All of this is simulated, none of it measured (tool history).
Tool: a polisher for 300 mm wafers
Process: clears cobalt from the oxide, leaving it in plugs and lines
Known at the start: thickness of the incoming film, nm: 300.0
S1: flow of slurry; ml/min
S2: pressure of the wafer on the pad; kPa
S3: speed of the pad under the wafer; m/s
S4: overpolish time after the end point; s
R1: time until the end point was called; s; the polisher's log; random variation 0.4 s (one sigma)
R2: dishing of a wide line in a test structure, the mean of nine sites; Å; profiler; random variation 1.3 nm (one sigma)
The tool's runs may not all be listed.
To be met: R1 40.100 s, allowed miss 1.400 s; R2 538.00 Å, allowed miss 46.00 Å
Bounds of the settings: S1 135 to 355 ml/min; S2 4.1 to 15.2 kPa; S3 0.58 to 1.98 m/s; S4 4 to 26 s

run,hour,S1,S2,S3,S4,R1,R2
1,0.0,225,9.7,1.28,13,62.274,427.65
2,0.7,225,10.3,1.28,13,57.788,418.58
3,7.4,225,12.4,1.28,13,48.798,462.37
4,12.6,225,11.0,1.28,13,55.437,425.43
5,13.5,225,11.7,1.28,13,52.781,437.91
6,16.9,175,11.7,1.28,13,53.911,436.05
7,20.7,180,14.5,1.30,14,42.464,502.28
8,22.3,185,14.5,1.30,14,42.454,540.43
9,30.5,190,14.5,1.30,14,42.305,525.50
10,36.5,195,14.5,1.30,14,42.502,516.38

4 next moves are on the table. One of them brings every result within its allowed miss. Which?
A,42.5,145,15.2,1.38,14,?,?
B,42.5,235,14.5,1.48,10,?,?
C,42.5,220,14.5,1.20,11,?,?
D,42.5,135,13.1,1.42,17,?,?

move,R1,R2
A,40.423,555.62
B,36.573,494.20
C,44.765,466.03
D,46.052,571.74
A: meets every target
B: takes the result that was furthest off past its target
C: further off than the last run
D: further off than the last run
The right move is A.
